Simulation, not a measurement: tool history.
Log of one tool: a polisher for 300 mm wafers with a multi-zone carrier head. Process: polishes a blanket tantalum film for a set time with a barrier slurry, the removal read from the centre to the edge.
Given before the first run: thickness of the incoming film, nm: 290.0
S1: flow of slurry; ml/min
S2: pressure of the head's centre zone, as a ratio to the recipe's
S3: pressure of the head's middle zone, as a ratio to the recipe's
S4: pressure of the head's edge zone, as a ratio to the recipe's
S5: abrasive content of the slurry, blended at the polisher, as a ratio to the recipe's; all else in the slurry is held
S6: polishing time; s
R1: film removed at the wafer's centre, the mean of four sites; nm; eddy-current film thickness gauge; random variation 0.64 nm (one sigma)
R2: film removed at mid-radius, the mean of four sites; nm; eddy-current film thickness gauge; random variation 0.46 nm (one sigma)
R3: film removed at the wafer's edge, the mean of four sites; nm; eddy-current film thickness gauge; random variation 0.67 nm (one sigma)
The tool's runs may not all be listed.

run 1 hour=0 | S1=125 S2=1 S3=1 S4=1 S5=1 S6=47 | R1=86.391 R2=89.602 R3=89.349
run 2 hour=2.7 | S1=120 S2=0.97 S3=1.01 S4=0.96 S5=0.9 S6=45 | R1=75.612 R2=81.805 R3=79.527
run 3 hour=10.1 | S1=115 S2=0.94 S3=1.02 S4=0.93 S5=0.8 S6=44 | R1=68.173 R2=75.755 R3=72.268
run 4 hour=12.3 | S1=85 S2=0.94 S3=1.02 S4=0.93 S5=0.8 S6=44 | R1=64.393 R2=70.096 R3=67.686
run 5 hour=16.1 | S1=85 S2=0.91 S3=1.03 S4=0.91 S5=0.75 S6=44 | R1=57.751 R2=69.464 R3=66.192
run 6 hour=18.4 | S1=85 S2=0.91 S3=1.03 S4=0.91 S5=0.75 S6=37 | R1=49.55 R2=58.213 R3=55.982

Estimate the outcome of run 7 from the log above:
run 7 hour=26.7 | S1=90 S2=0.91 S3=1.04 S4=0.9 S5=0.75 S6=37 | R1=? R2=? R3=?

R1: 50.303 nm
R2: 58.96 nm
R3: 54.746 nm
